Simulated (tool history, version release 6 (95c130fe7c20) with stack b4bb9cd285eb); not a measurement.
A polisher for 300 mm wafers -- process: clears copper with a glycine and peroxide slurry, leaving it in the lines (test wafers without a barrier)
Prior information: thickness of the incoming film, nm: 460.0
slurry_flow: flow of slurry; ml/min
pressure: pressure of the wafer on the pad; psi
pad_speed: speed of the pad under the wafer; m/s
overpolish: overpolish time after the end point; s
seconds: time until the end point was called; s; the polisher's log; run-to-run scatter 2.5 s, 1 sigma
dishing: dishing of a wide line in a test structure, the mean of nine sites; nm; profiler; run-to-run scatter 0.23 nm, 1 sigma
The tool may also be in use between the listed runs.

| run | day | slurry_flow | pressure | pad_speed | overpolish | seconds | dishing |
|---|---|---|---|---|---|---|---|
| 1 | 0.000 | 255 | 2.0 | 1.28 | 24 | 81.323 | 60.176 |
| 2 | 0.283 | 240 | 1.8 | 1.20 | 22 | 92.667 | 54.150 |
| 3 | 0.625 | 260 | 1.7 | 1.12 | 20 | 98.775 | 47.649 |
| 4 | 0.700 | 260 | 2.0 | 1.12 | 20 | 89.987 | 51.918 |
| 5 | 0.888 | 260 | 2.0 | 1.12 | 15 | 87.291 | 43.262 |
| 6 | 1.062 | 230 | 2.0 | 1.12 | 15 | 88.159 | 42.360 |
| 7 | 1.092 | 220 | 1.8 | 1.06 | 14 | 101.360 | 35.552 |
| 8 | 1.446 | 210 | 1.7 | 1.04 | 13 | 110.980 | 33.492 |

Expected results for the next run?
| 9 | 1.625 | 200 | 1.6 | 1.00 | 12 | ? | ? |

{"run 9": {"seconds": 116.54, "dishing": 28.828}}
